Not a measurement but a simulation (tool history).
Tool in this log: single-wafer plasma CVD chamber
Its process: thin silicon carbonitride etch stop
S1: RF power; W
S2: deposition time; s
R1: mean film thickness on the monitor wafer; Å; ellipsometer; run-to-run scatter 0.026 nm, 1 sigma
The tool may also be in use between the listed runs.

Run 1, hour 0: S1 205 W, S2 10.7 s. Result: R1 59.801 Å.
Run 2, hour 0.9: S1 195 W, S2 10.4 s. Result: R1 57.304 Å.
Run 3, hour 3.2: S1 190 W, S2 10.2 s. Result: R1 55.708 Å.
Run 4, hour 9: S1 205 W, S2 10.2 s. Result: R1 56.983 Å.
Run 5, hour 12.7: S1 200 W, S2 10 s. Result: R1 55.649 Å.
At hour 19.8: RF generator calibrated.
Run 6, hour 19.8: S1 200 W, S2 11.1 s. Result: R1 62.526 Å.
Run 7, hour 25.5: S1 195 W, S2 10.7 s. Result: R1 59.838 Å.
Run 8, hour 27.9: S1 195 W, S2 10.4 s. Result: R1 58.256 Å.

Run 9, settings as shown, results not yet in. Your forecast:
Run 9, hour 29.6: S1 195 W, S2 10.1 s. Result: R1 ?.

{"run 9": {"R1": 57.103}}
